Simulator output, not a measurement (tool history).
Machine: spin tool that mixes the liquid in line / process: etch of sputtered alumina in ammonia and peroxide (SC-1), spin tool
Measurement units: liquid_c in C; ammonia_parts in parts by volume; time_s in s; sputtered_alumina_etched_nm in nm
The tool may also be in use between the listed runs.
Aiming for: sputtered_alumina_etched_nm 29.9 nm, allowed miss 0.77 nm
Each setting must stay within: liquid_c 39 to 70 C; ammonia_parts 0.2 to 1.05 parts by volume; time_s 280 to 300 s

{"run": 1, "hour": 0.0, "liquid_c": 55, "ammonia_parts": 0.55, "time_s": 280, "sputtered_alumina_etched_nm": 21.576}
{"run": 2, "hour": 3.2, "liquid_c": 48, "ammonia_parts": 0.55, "time_s": 280, "sputtered_alumina_etched_nm": 14.855}
{"run": 3, "hour": 12.2, "liquid_c": 52, "ammonia_parts": 0.55, "time_s": 280, "sputtered_alumina_etched_nm": 18.611}
{"run": 4, "hour": 19.9, "liquid_c": 47, "ammonia_parts": 0.55, "time_s": 280, "sputtered_alumina_etched_nm": 13.852}
{"run": 5, "hour": 26.8, "liquid_c": 51, "ammonia_parts": 0.55, "time_s": 280, "sputtered_alumina_etched_nm": 17.454}
{"run": 6, "hour": 33.5, "liquid_c": 51, "ammonia_parts": 0.7, "time_s": 280, "sputtered_alumina_etched_nm": 17.953}
{"run": 7, "hour": 39.4, "liquid_c": 54, "ammonia_parts": 0.7, "time_s": 280, "sputtered_alumina_etched_nm": 20.851}
{"run": 8, "hour": 40.8, "liquid_c": 56, "ammonia_parts": 0.7, "time_s": 280, "sputtered_alumina_etched_nm": 23.279}
{"run": 9, "hour": 47.1, "liquid_c": 57.5, "ammonia_parts": 0.7, "time_s": 280, "sputtered_alumina_etched_nm": 25.082}
{"run": 10, "hour": 56.1, "liquid_c": 58.5, "ammonia_parts": 0.7, "time_s": 280, "sputtered_alumina_etched_nm": 26.611}
{"run": 11, "hour": 61.6, "liquid_c": 59, "ammonia_parts": 0.7, "time_s": 280, "sputtered_alumina_etched_nm": 27.392}
{"run": 12, "hour": 66.5, "liquid_c": 59.5, "ammonia_parts": 0.7, "time_s": 280, "sputtered_alumina_etched_nm": 28.56}
{"run": 13, "hour": 72.7, "liquid_c": 60, "ammonia_parts": 0.7, "time_s": 280, "sputtered_alumina_etched_nm": 28.838}

5 candidate next runs follow, results not yet known. Just one meets every target within its allowed miss. Identify it.
{"run": "A", "hour": 78.9, "liquid_c": 60, "ammonia_parts": 0.65, "time_s": 290, "sputtered_alumina_etched_nm": "?"}
{"run": "B", "hour": 78.9, "liquid_c": 58, "ammonia_parts": 0.7, "time_s": 300, "sputtered_alumina_etched_nm": "?"}
{"run": "C", "hour": 78.9, "liquid_c": 58, "ammonia_parts": 0.5, "time_s": 300, "sputtered_alumina_etched_nm": "?"}
{"run": "D", "hour": 78.9, "liquid_c": 59, "ammonia_parts": 0.75, "time_s": 280, "sputtered_alumina_etched_nm": "?"}
{"run": "E", "hour": 78.9, "liquid_c": 59.5, "ammonia_parts": 0.55, "time_s": 280, "sputtered_alumina_etched_nm": "?"}

move=A sputtered_alumina_etched_nm=29.782
move=B sputtered_alumina_etched_nm=27.978
move=C sputtered_alumina_etched_nm=27.1
move=D sputtered_alumina_etched_nm=27.684
move=E sputtered_alumina_etched_nm=27.585
A: in spec on every target
B: misses by more than the last run did
C: misses by more than the last run did
D: misses by more than the last run did
E: misses by more than the last run did
Answer: A

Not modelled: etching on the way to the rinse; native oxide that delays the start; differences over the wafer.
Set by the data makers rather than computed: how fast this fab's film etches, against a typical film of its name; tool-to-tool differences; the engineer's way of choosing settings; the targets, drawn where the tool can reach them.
